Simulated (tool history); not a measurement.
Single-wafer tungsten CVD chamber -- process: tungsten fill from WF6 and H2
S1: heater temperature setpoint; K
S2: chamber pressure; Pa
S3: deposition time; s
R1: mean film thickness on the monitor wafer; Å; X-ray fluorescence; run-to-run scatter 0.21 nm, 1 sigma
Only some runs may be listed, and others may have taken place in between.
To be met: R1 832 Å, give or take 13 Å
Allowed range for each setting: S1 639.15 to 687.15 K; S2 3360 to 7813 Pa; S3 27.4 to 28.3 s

run 1 hour=0 | S1=663.15 S2=5586 S3=27.4 | R1=697.15
run 2 hour=7.7 | S1=665.15 S2=5586 S3=27.4 | R1=720.59
run 3 hour=8.4 | S1=665.15 S2=4760 S3=27.4 | R1=692.78
run 4 hour=11.9 | S1=667.15 S2=4773 S3=27.4 | R1=715.58
run 5 hour=16 | S1=667.15 S2=4053 S3=27.4 | R1=686.29
run 6 hour=17.1 | S1=667.15 S2=4640 S3=27.4 | R1=710.38
run 7 hour=23.3 | S1=669.15 S2=4653 S3=27.4 | R1=733.59
run 8 hour=30.2 | S1=670.15 S2=4666 S3=27.4 | R1=748.03
run 9 hour=36.2 | S1=671.15 S2=4666 S3=27.4 | R1=760.58
run 10 hour=38.9 | S1=672.15 S2=4666 S3=27.4 | R1=767.65
run 11 hour=46.2 | S1=673.15 S2=4666 S3=27.4 | R1=784.36
run 12 hour=52.3 | S1=674.15 S2=4666 S3=27.4 | R1=797.44
run 13 hour=52.9 | S1=675.15 S2=4666 S3=27.4 | R1=810.7

Which of these 5 next moves meets every target?
run A hour=53.5 | S1=672.15 S2=5866 S3=27.6 | R1=?
run B hour=53.5 | S1=675.15 S2=3813 S3=28.3 | R1=?
run C hour=53.5 | S1=676.15 S2=4320 S3=27.4 | R1=?
run D hour=53.5 | S1=672.15 S2=4400 S3=28.3 | R1=?
run E hour=53.5 | S1=677.15 S2=3360 S3=28.2 | R1=?

move=A R1=825.24
move=B R1=793.85
move=C R1=804.97
move=D R1=783.33
move=E R1=792.62
A: all results land within tolerance of their targets
B: further off than the last run
C: further off than the last run
D: further off than the last run
E: further off than the last run
The move that meets every target is A.
